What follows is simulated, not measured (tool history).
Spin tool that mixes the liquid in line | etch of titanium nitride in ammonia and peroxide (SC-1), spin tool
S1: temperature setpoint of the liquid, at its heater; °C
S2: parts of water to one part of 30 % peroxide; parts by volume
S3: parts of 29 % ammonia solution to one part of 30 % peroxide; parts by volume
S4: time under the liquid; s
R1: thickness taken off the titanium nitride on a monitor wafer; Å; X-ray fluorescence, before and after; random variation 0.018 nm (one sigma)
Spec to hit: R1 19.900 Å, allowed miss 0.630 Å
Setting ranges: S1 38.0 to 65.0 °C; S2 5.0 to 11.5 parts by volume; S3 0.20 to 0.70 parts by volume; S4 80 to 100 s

run 1 hour=0.0 | S1=49.0 S2=6.5 S3=0.40 S4=100 | R1=43.533
run 2 hour=6.9 | S1=46.0 S2=6.5 S3=0.40 S4=100 | R1=35.142
run 3 hour=13.7 | S1=46.0 S2=6.5 S3=0.40 S4=100 | R1=34.492
run 4 hour=14.7 | S1=44.0 S2=6.5 S3=0.40 S4=100 | R1=30.058
run 5 hour=22.3 | S1=44.0 S2=7.5 S3=0.40 S4=100 | R1=28.397
run 6 hour=25.0 | S1=42.5 S2=7.5 S3=0.40 S4=100 | R1=25.081
run 7 hour=25.7 | S1=41.5 S2=7.5 S3=0.40 S4=100 | R1=23.659
run 8 hour=31.3 | S1=41.0 S2=7.5 S3=0.40 S4=100 | R1=22.360
run 9 hour=33.1 | S1=40.5 S2=7.5 S3=0.40 S4=100 | R1=21.450
run 10 hour=39.7 | S1=40.0 S2=7.5 S3=0.40 S4=100 | R1=21.124

Consider the 5 candidate settings below. Which is the only one whose results all fall within their allowed miss of target?
run A hour=46.3 | S1=42.5 S2=8.0 S3=0.30 S4=95 | R1=?
run B hour=46.3 | S1=39.0 S2=7.0 S3=0.50 S4=100 | R1=?
run C hour=46.3 | S1=43.0 S2=8.0 S3=0.50 S4=80 | R1=?
run D hour=46.3 | S1=42.5 S2=7.5 S3=0.35 S4=80 | R1=?
run E hour=46.3 | S1=43.0 S2=7.0 S3=0.40 S4=80 | R1=?

move=A R1=22.054
move=B R1=20.957
move=C R1=21.062
move=D R1=19.732
move=E R1=21.687
A: lands further from the targets than the last run did
B: nearer the targets than the last run, but a result is still out of spec
C: nearer the targets than the last run, but a result is still out of spec
D: all results land within tolerance of their targets
E: lands further from the targets than the last run did
D meets every target.
